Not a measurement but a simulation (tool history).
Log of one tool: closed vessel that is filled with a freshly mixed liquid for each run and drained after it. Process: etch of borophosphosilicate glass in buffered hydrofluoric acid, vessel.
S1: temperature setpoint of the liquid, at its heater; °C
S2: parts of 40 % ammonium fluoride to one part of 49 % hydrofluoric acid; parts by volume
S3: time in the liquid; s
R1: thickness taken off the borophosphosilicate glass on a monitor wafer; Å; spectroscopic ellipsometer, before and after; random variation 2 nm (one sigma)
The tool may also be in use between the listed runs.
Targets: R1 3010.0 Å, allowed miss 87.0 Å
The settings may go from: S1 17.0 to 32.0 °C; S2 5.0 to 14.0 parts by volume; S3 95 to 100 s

Run 1, day 0.000: S1 24.0 °C, S2 8.5 parts by volume, S3 95 s. Result: R1 2135.4 Å.
Run 2, day 0.075: S1 24.0 °C, S2 7.5 parts by volume, S3 95 s. Result: R1 2480.6 Å.
Run 3, day 0.325: S1 25.0 °C, S2 7.5 parts by volume, S3 95 s. Result: R1 2593.8 Å.
Run 4, day 0.708: S1 25.0 °C, S2 9.0 parts by volume, S3 95 s. Result: R1 2116.2 Å.
Run 5, day 0.979: S1 25.0 °C, S2 9.0 parts by volume, S3 95 s. Result: R1 2104.2 Å.
Run 6, day 1.108: S1 25.0 °C, S2 9.0 parts by volume, S3 100 s. Result: R1 2230.3 Å.
Run 7, day 1.292: S1 29.0 °C, S2 9.0 parts by volume, S3 100 s. Result: R1 2768.0 Å.
Run 8, day 1.379: S1 29.5 °C, S2 9.0 parts by volume, S3 100 s. Result: R1 2802.4 Å.
Run 9, day 1.508: S1 30.0 °C, S2 9.0 parts by volume, S3 100 s. Result: R1 2897.8 Å.

5 next moves are on the table. One of them brings every result within its allowed miss. Which?
Run A, day 1.638: S1 31.0 °C, S2 8.5 parts by volume, S3 100 s. Result: R1 ?.
Run B, day 1.638: S1 27.5 °C, S2 8.0 parts by volume, S3 95 s. Result: R1 ?.
Run C, day 1.638: S1 30.5 °C, S2 8.5 parts by volume, S3 95 s. Result: R1 ?.
Run D, day 1.638: S1 30.0 °C, S2 9.0 parts by volume, S3 95 s. Result: R1 ?.
Run E, day 1.638: S1 28.0 °C, S2 7.5 parts by volume, S3 100 s. Result: R1 ?.

move      R1
   A  3257.7
   B  2755.5
   C  3015.9
   D  2760.8
   E  3195.2
A: takes the result that was furthest off past its target
B: further off than the last run
C: meets every target
D: further off than the last run
E: takes the result that was furthest off past its target
The right move is C.
